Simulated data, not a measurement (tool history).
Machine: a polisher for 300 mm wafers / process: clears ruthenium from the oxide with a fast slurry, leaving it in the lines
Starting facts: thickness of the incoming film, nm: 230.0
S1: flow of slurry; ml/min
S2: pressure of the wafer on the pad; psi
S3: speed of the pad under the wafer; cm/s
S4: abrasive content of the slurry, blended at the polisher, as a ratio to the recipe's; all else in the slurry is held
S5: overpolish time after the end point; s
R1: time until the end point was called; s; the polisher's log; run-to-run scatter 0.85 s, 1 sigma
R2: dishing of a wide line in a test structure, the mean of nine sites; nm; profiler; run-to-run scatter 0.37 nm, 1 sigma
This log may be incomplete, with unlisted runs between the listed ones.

run 1 hour=0 | S1=190 S2=3.5 S3=92 S4=1 S5=11 | R1=43.764 R2=42.271
run 2 hour=6.7 | S1=190 S2=3.3 S3=92 S4=1 S5=11 | R1=45.751 R2=41.172
run 3 hour=10.4 | S1=190 S2=3.1 S3=92 S4=1 S5=10 | R1=49.627 R2=35.655
run 4 hour=11.2 | S1=190 S2=3.1 S3=92 S4=1.15 S5=10 | R1=45.37 R2=37.524
run 5 hour=17.1 | S1=190 S2=2.9 S3=92 S4=1.15 S5=10 | R1=48.879 R2=35.473
run 6 hour=24.8 | S1=190 S2=2.9 S3=92 S4=1.15 S5=6 | R1=48.362 R2=22.212
run 7 hour=31.3 | S1=190 S2=2.8 S3=92 S4=1.15 S5=7 | R1=49.651 R2=25.234
run 8 hour=40.2 | S1=190 S2=2.7 S3=92 S4=1.15 S5=7 | R1=52.735 R2=24.465
run 9 hour=48.9 | S1=190 S2=2.6 S3=92 S4=1.15 S5=7 | R1=53.567 R2=24.006

What will run 10 give?
run 10 hour=56.2 | S1=190 S2=2.5 S3=92 S4=1.15 S5=7 | R1=? R2=?

R1: 55.538 s
R2: 22.382 nm

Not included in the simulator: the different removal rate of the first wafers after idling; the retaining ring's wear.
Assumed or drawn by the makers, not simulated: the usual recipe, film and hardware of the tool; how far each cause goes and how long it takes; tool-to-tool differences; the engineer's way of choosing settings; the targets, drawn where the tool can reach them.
